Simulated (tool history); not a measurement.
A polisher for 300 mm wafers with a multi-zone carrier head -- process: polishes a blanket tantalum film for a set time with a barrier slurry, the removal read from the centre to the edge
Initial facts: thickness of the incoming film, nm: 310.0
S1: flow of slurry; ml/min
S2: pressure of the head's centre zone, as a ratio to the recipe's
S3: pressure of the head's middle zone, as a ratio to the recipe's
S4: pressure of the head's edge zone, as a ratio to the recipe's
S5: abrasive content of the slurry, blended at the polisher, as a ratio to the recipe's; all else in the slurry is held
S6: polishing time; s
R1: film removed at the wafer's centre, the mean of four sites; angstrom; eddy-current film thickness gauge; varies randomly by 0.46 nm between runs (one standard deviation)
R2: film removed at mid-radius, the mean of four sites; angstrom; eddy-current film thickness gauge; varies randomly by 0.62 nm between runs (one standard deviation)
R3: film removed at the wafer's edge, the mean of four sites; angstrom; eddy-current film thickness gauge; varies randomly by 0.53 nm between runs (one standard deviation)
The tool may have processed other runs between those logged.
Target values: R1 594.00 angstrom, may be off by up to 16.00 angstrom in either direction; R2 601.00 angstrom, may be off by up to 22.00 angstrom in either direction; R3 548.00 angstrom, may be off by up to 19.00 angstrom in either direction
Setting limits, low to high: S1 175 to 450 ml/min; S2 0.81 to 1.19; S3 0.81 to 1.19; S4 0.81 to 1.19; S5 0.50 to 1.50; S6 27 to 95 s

run,day,S1,S2,S3,S4,S5,S6,R1,R2,R3
1,0.000,290,1.00,1.00,1.00,1.00,61,1112.70,1087.60,1068.40
2,0.025,290,1.00,1.00,1.07,1.00,61,1117.40,1074.70,1089.20
3,0.054,290,1.00,0.92,1.07,1.00,61,1131.60,1011.30,1101.20
4,0.412,290,1.00,0.92,1.07,0.80,61,993.26,904.92,1001.10
5,0.588,325,1.00,0.92,1.07,0.80,61,1011.00,920.34,1002.00
6,0.829,340,1.00,0.93,1.04,0.75,57,922.88,842.98,908.09
7,0.900,350,1.00,0.95,1.01,0.70,54,839.64,771.73,809.15
8,0.996,355,1.00,0.97,0.98,0.65,52,772.94,725.48,742.30
9,1.071,360,1.00,0.98,0.96,0.65,51,752.20,727.92,716.59
10,1.204,360,1.00,0.98,0.94,0.65,50,745.71,713.36,681.56
11,1.392,310,0.90,0.91,0.84,0.50,46,483.61,474.64,477.74
12,1.642,325,0.91,0.93,0.85,0.50,46,489.54,486.28,478.55
13,1.846,340,1.01,1.03,0.95,0.75,47,767.65,753.26,704.93
14,2.046,335,1.00,1.02,0.93,0.75,47,767.91,765.64,696.79
15,2.154,335,0.98,1.00,0.91,0.75,47,751.34,746.83,693.39
16,2.292,315,0.97,1.00,0.89,0.75,47,737.23,736.83,695.84
17,2.496,335,0.96,0.99,0.88,0.70,47,699.60,699.82,666.27
18,2.729,315,0.96,0.99,0.88,0.70,47,694.11,693.82,659.28
19,2.842,335,0.96,0.99,0.87,0.70,47,700.71,707.24,643.16
20,3.033,335,0.95,0.98,0.86,0.70,47,695.53,693.03,652.31
21,3.058,315,0.95,0.98,0.85,0.70,47,692.28,676.88,655.03
22,3.104,335,0.94,0.97,0.84,0.70,47,687.68,687.74,650.30

Exactly one of the 5 candidate moves below puts every result within its allowed miss. Which one?
A,3.150,310,1.13,1.02,0.81,0.70,36,?,?,?
B,3.150,340,0.99,1.04,0.91,0.60,43,?,?,?
C,3.150,350,0.90,0.96,0.86,0.90,52,?,?,?
D,3.150,340,0.90,0.97,0.81,0.65,41,?,?,?
E,3.150,315,0.90,0.89,0.88,0.80,51,?,?,?

move,R1,R2,R3
A,630.99,545.79,480.14
B,599.92,600.22,545.79
C,840.56,863.40,818.66
D,552.62,572.72,524.44
E,771.95,745.42,762.97
A: nearer the targets than the last run, but a result is still out of spec
B: in spec on every target
C: moves away from the targets compared with the last run
D: takes the result that was furthest off past its target
E: moves away from the targets compared with the last run
Answer: B
